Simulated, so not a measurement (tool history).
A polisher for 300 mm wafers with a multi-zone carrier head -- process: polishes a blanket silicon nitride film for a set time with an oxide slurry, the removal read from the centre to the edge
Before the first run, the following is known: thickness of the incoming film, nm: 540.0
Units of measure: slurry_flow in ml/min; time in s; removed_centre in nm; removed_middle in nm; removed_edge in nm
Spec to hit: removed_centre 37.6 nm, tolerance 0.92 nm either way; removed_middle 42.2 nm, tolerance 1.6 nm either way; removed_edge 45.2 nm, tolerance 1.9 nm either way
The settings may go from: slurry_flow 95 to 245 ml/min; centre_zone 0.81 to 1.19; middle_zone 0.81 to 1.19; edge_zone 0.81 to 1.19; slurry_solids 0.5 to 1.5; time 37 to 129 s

run 1 hour=0 | slurry_flow=155 centre_zone=1 middle_zone=1 edge_zone=1 slurry_solids=1 time=83 | removed_centre=54.017 removed_middle=54.652 removed_edge=52.338
run 2 hour=8.6 | slurry_flow=155 centre_zone=1 middle_zone=1 edge_zone=1 slurry_solids=0.85 time=83 | removed_centre=50.366 removed_middle=50.926 removed_edge=51.079
run 3 hour=15.2 | slurry_flow=155 centre_zone=1 middle_zone=0.96 edge_zone=1 slurry_solids=0.85 time=83 | removed_centre=50.219 removed_middle=50.331 removed_edge=49.437
run 4 hour=19.6 | slurry_flow=150 centre_zone=0.98 middle_zone=0.95 edge_zone=1.01 slurry_solids=0.85 time=83 | removed_centre=49.373 removed_middle=49.325 removed_edge=50.366
run 5 hour=26.6 | slurry_flow=145 centre_zone=0.96 middle_zone=0.94 edge_zone=1 slurry_solids=0.85 time=83 | removed_centre=47.087 removed_middle=48.343 removed_edge=49.59
run 6 hour=30 | slurry_flow=145 centre_zone=0.96 middle_zone=0.89 edge_zone=1 slurry_solids=0.85 time=83 | removed_centre=47.613 removed_middle=46.597 removed_edge=50.274
run 7 hour=35.2 | slurry_flow=145 centre_zone=0.96 middle_zone=0.89 edge_zone=1 slurry_solids=0.85 time=83 | removed_centre=47.75 removed_middle=45.635 removed_edge=51.134
run 8 hour=39.1 | slurry_flow=140 centre_zone=0.94 middle_zone=0.89 edge_zone=0.99 slurry_solids=0.85 time=83 | removed_centre=46.107 removed_middle=45.872 removed_edge=48.58
run 9 hour=44.5 | slurry_flow=135 centre_zone=0.92 middle_zone=0.89 edge_zone=0.99 slurry_solids=0.85 time=83 | removed_centre=44.566 removed_middle=44.609 removed_edge=49.12
run 10 hour=48.5 | slurry_flow=130 centre_zone=0.91 middle_zone=0.9 edge_zone=0.98 slurry_solids=0.85 time=83 | removed_centre=43.536 removed_middle=45.314 removed_edge=49.227
run 11 hour=52.5 | slurry_flow=130 centre_zone=0.9 middle_zone=0.9 edge_zone=0.97 slurry_solids=0.85 time=83 | removed_centre=43.342 removed_middle=45.018 removed_edge=48.973
run 12 hour=53.5 | slurry_flow=100 centre_zone=0.81 middle_zone=0.9 edge_zone=0.9 slurry_solids=0.8 time=83 | removed_centre=34.911 removed_middle=40.453 removed_edge=43.196
run 13 hour=61 | slurry_flow=105 centre_zone=0.81 middle_zone=0.9 edge_zone=0.9 slurry_solids=0.8 time=83 | removed_centre=35.378 removed_middle=41.505 removed_edge=43.86
run 14 hour=66.8 | slurry_flow=110 centre_zone=0.81 middle_zone=0.9 edge_zone=0.9 slurry_solids=0.8 time=83 | removed_centre=35.872 removed_middle=41.767 removed_edge=43.491

4 candidate next runs follow, results not yet known. Just one meets every target within its allowed miss. Identify it.
run A hour=72.6 | slurry_flow=125 centre_zone=0.88 middle_zone=0.94 edge_zone=0.81 slurry_solids=0.7 time=82 | removed_centre=? removed_middle=? removed_edge=?
run B hour=72.6 | slurry_flow=105 centre_zone=0.81 middle_zone=0.86 edge_zone=0.89 slurry_solids=0.75 time=83 | removed_centre=? removed_middle=? removed_edge=?
run C hour=72.6 | slurry_flow=100 centre_zone=0.81 middle_zone=0.98 edge_zone=1.14 slurry_solids=0.5 time=97 | removed_centre=? removed_middle=? removed_edge=?
run D hour=72.6 | slurry_flow=135 centre_zone=0.81 middle_zone=0.86 edge_zone=0.88 slurry_solids=0.85 time=80 | removed_centre=? removed_middle=? removed_edge=?

move=A removed_centre=37.93 removed_middle=41.637 removed_edge=40.068
move=B removed_centre=34.325 removed_middle=38.374 removed_edge=41.765
move=C removed_centre=32.788 removed_middle=40.926 removed_edge=44.12
move=D removed_centre=37.808 removed_middle=41.836 removed_edge=44.386
A: puts the biggest miss on target and leaves a different result outside tolerance
B: misses by more than the last run did
C: misses by more than the last run did
D: all results in spec
So the answer is move D, the one that meets all the targets.
